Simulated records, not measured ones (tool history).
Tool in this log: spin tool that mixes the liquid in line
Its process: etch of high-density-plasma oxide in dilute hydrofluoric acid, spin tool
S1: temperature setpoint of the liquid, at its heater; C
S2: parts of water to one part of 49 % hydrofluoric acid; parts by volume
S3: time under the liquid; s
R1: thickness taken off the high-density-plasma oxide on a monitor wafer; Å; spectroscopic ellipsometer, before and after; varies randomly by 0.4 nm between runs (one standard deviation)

run,hour,S1,S2,S3,R1
1,0.0,24.0,85,260,183.69
2,1.3,24.0,115,260,128.71
3,7.9,26.5,115,260,141.32
4,16.8,24.5,115,260,131.68
5,22.6,24.5,115,280,143.17
6,24.3,25.5,105,280,163.50
7,29.5,26.5,95,280,191.41

Run 8, settings as shown, results not yet in. Your forecast:
8,33.1,27.0,85,280,?

{"run 8": {"R1": 218.75}}
